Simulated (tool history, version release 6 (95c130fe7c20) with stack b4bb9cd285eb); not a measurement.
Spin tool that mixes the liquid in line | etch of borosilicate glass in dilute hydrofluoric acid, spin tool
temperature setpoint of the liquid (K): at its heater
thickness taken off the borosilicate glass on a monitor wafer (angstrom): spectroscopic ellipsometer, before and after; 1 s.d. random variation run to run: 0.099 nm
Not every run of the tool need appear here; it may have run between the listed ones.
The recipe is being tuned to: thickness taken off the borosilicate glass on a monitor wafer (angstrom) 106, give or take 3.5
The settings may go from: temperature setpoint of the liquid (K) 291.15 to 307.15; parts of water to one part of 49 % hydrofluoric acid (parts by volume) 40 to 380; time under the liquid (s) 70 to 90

run  hour  temperature setpoint of the liquid (K)  parts of water to one part of 49 % hydrofluoric acid (parts by volume)  time under the liquid (s)  thickness taken off the borosilicate glass on a monitor wafer (angstrom)
  1     0                                  299.15                                                                     210                         90                                                                    80.954
  2   1.1                                  299.15                                                                     210                         70                                                                     62.02
  3   7.5                                  299.15                                                                     250                         70                                                                    50.906
  4  12.4                                  296.15                                                                     250                         70                                                                    45.057
  5    19                                  299.15                                                                     230                         70                                                                    56.514
  6  27.4                                  299.15                                                                     230                         90                                                                    72.758
  7  31.4                                  301.15                                                                     230                         90                                                                     78.02
  8  34.8                                  302.65                                                                     230                         90                                                                    83.434
  9  42.4                                  302.65                                                                     230                         90                                                                    81.255
 10  50.5                                  303.65                                                                     225                         90                                                                    85.644
 11  53.4                                  304.65                                                                     220                         90                                                                    92.827
 12  59.5                                  305.15                                                                     220                         90                                                                    93.046
 13  67.1                                  305.65                                                                     215                         90                                                                    97.757
 14  72.8                                  306.15                                                                     215                         90                                                                    100.36
 15    76                                  306.65                                                                     215                         90                                                                    100.91

Of the 5 settings listed for the next run, only one would bring every result within its allowed miss of target. Which one?
  A  79.2                                  304.65                                                                     160                         70                                                                         ?
  B  79.2                                  305.15                                                                     165                         75                                                                         ?
  C  79.2                                  306.65                                                                     220                         90                                                                         ?
  D  79.2                                  306.15                                                                     200                         75                                                                         ?
  E  79.2                                  307.15                                                                     230                         90                                                                         ?

move  thickness taken off the borosilicate glass on a monitor wafer (angstrom)
   A                                                                     108.3
   B                                                                    113.74
   C                                                                    100.17
   D                                                                     92.69
   E                                                                    96.136
A: every result within its allowed miss
B: carries the result that was furthest off beyond its target, to the other side
C: further off than the last run
D: further off than the last run
E: further off than the last run
Move A is the one to make.
